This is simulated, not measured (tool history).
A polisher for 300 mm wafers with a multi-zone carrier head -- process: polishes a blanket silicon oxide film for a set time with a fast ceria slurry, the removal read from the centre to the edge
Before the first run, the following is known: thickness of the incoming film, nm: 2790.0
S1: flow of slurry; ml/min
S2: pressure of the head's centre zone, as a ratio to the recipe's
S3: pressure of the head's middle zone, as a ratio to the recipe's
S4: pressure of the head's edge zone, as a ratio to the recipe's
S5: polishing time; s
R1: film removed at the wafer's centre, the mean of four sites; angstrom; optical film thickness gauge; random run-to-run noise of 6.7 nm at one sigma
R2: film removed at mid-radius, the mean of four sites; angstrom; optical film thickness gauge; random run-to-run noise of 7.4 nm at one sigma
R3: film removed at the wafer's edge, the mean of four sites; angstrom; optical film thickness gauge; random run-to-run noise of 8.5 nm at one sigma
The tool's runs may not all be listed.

| run | hour | S1 | S2 | S3 | S4 | S5 | R1 | R2 | R3 |
|---|---|---|---|---|---|---|---|---|---|
| 1 | 0 | 255 | 1 | 1 | 1 | 61 | 10652 | 10563 | 10662 |
| 2 | 6.9 | 255 | 1 | 1 | 1.04 | 61 | 10557 | 10749 | 10878 |
| 3 | 15.6 | 250 | 0.98 | 1 | 1.04 | 57 | 9739.3 | 9864.2 | 9954.1 |
| 4 | 17.7 | 240 | 0.96 | 1.01 | 1.06 | 54 | 8826.1 | 9490.5 | 9530.3 |
| 5 | 18.6 | 240 | 0.96 | 1.01 | 1.06 | 66 | 11000 | 11391 | 11761 |
| 6 | 24.6 | 235 | 0.94 | 1.01 | 1.07 | 62 | 10225 | 10712 | 11067 |

Run 7 comes next. What will it give?
| 7 | 33.4 | 235 | 0.92 | 1.01 | 1.08 | 58 | ? | ? | ? |

R1: 9346.3 angstrom
R2: 9969.8 angstrom
R3: 10382 angstrom

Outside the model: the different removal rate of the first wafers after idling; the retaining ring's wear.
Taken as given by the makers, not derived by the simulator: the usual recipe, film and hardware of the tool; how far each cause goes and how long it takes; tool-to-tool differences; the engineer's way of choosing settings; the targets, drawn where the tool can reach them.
